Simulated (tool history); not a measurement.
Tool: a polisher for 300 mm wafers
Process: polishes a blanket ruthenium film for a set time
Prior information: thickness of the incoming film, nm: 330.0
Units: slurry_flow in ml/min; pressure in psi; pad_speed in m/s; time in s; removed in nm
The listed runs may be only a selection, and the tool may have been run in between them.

run  hour  slurry_flow  pressure  pad_speed  time  removed
  1   0.0          150       1.6       0.96    36   24.548
  2   3.1          150       1.9       0.96    36   29.764
  3   4.6          150       2.2       0.96    36   33.001
  4  12.4          150       2.0       0.96    36   30.778
  5  19.5          150       1.9       0.96    36   28.875
  6  20.9          150       1.5       0.96    36   23.810

The next listed run, before its measurement:
  7  22.0          150       1.4       0.96    36        ?

Run 7 produced removed 22.824 nm.
